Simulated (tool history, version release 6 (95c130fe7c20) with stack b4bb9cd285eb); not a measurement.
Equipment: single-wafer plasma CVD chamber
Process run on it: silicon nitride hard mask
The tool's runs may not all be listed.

run  hour  heater temperature setpoint (deg C)  chamber pressure (Torr)  RF power (W)  deposition time (s)  mean film thickness on the monitor wafer (angstrom)
  1   0.0                                  405                     1.10           375                 51.8                                               557.46
  2   4.8                                  396                     1.10           375                 51.8                                               554.80
  3  11.3                                  396                     1.10           375                 51.8                                               559.89
  4  16.9                                  396                     1.04           375                 51.8                                               541.17
  5  25.2                                  389                     1.04           375                 51.8                                               546.05
  6  26.7                                  389                     1.04           375                 51.8                                               544.80
  7  27.6                                  389                     1.00           375                 51.8                                               531.53
  8  32.4                                  389                     0.98           375                 51.8                                               527.28
  9  32.9                                  389                     0.96           375                 51.8                                               520.44
 10  34.6                                  389                     0.83           370                 51.8                                               465.11
 11  39.3                                  389                     0.85           370                 51.8                                               475.62

The next listed run, before its measurement:
 12  42.0                                  389                     0.85           370                 51.8                                                    ?

{"run 12": {"mean film thickness on the monitor wafer (angstrom)": 475.52}}
